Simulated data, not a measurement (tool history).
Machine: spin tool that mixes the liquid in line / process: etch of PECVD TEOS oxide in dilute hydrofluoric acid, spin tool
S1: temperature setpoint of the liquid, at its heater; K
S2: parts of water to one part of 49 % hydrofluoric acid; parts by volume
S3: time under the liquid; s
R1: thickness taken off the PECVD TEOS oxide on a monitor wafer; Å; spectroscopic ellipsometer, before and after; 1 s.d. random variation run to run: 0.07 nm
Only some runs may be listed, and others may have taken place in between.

run 1 day=0.000 | S1=299.15 S2=285 S3=40 | R1=37.915
run 2 day=0.346 | S1=299.15 S2=285 S3=40 | R1=37.826
run 3 day=0.696 | S1=299.15 S2=285 S3=40 | R1=38.148
run 4 day=0.725 | S1=299.15 S2=285 S3=40 | R1=37.988
run 5 day=1.008 | S1=296.15 S2=285 S3=40 | R1=34.123
run 6 day=1.358 | S1=299.15 S2=240 S3=40 | R1=47.028
run 7 day=1.417 | S1=301.15 S2=210 S3=40 | R1=60.037
run 8 day=1.533 | S1=302.65 S2=195 S3=40 | R1=69.596
run 9 day=1.846 | S1=304.15 S2=190 S3=40 | R1=75.225
run 10 day=2.171 | S1=305.15 S2=185 S3=40 | R1=81.410
run 11 day=2.492 | S1=305.65 S2=180 S3=40 | R1=84.328

For run 12, what comes out?
run 12 day=2.779 | S1=307.15 S2=160 S3=40 | R1=?

R1: 102.070 Å
